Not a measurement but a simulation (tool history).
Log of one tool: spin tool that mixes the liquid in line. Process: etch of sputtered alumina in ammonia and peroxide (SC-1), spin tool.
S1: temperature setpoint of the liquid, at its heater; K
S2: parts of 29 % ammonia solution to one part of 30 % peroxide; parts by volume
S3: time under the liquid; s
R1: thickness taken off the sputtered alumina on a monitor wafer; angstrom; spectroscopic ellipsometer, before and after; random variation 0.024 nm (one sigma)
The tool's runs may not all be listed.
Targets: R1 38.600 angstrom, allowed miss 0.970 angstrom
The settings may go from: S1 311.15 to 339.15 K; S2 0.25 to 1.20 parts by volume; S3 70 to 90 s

Run 1, hour 0.0: S1 323.15 K, S2 0.95 parts by volume, S3 90 s. Result: R1 69.374 angstrom.
Run 2, hour 6.4: S1 321.15 K, S2 0.95 parts by volume, S3 90 s. Result: R1 61.533 angstrom.
Run 3, hour 14.7: S1 319.65 K, S2 0.95 parts by volume, S3 90 s. Result: R1 56.724 angstrom.
Run 4, hour 17.0: S1 326.15 K, S2 0.95 parts by volume, S3 90 s. Result: R1 81.746 angstrom.
Run 5, hour 23.1: S1 329.65 K, S2 0.95 parts by volume, S3 90 s. Result: R1 98.903 angstrom.
Run 6, hour 30.6: S1 326.65 K, S2 0.95 parts by volume, S3 90 s. Result: R1 83.668 angstrom.
Run 7, hour 35.5: S1 323.65 K, S2 0.95 parts by volume, S3 90 s. Result: R1 71.451 angstrom.
Run 8, hour 36.6: S1 321.65 K, S2 0.95 parts by volume, S3 90 s. Result: R1 64.024 angstrom.
Run 9, hour 43.4: S1 313.65 K, S2 0.90 parts by volume, S3 90 s. Result: R1 40.284 angstrom.

Which of these 4 next moves meets every target?
Run A, hour 50.2: S1 317.15 K, S2 0.55 parts by volume, S3 70 s. Result: R1 ?.
Run B, hour 50.2: S1 314.15 K, S2 0.45 parts by volume, S3 90 s. Result: R1 ?.
Run C, hour 50.2: S1 315.65 K, S2 1.20 parts by volume, S3 70 s. Result: R1 ?.
Run D, hour 50.2: S1 312.15 K, S2 0.75 parts by volume, S3 90 s. Result: R1 ?.

move      R1
   A  36.611
   B  38.805
   C  36.178
   D  36.211
A: takes the result that was furthest off past its target
B: meets every target
C: takes the result that was furthest off past its target
D: takes the result that was furthest off past its target
Answer: B
